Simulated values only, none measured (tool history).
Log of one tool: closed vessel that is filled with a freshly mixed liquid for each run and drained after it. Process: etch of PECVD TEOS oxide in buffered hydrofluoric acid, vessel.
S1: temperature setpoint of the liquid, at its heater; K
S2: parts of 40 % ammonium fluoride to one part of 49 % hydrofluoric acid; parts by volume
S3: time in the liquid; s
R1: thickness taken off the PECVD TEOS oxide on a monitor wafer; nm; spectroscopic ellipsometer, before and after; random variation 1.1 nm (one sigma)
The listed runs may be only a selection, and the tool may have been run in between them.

| run | hour | S1 | S2 | S3 | R1 |
|---|---|---|---|---|---|
| 1 | 0 | 295.15 | 23 | 100 | 68.455 |
| 2 | 7.7 | 295.15 | 23 | 100 | 69.397 |
| 3 | 14.7 | 295.15 | 18 | 100 | 84.51 |
| 4 | 19.6 | 295.15 | 14 | 100 | 107.81 |
| 5 | 24.9 | 295.15 | 14 | 100 | 108.3 |
| 6 | 31.4 | 297.65 | 14 | 100 | 124.19 |
| 7 | 40.1 | 299.15 | 14 | 100 | 134.42 |
| 8 | 44.9 | 300.15 | 14 | 100 | 141.47 |
| 9 | 47.9 | 301.15 | 14 | 100 | 150.3 |

Run 10, settings as shown, results not yet in. Your forecast:
| 10 | 54.1 | 301.65 | 14 | 100 | ? |

Run 10 produced R1 151.93 nm.

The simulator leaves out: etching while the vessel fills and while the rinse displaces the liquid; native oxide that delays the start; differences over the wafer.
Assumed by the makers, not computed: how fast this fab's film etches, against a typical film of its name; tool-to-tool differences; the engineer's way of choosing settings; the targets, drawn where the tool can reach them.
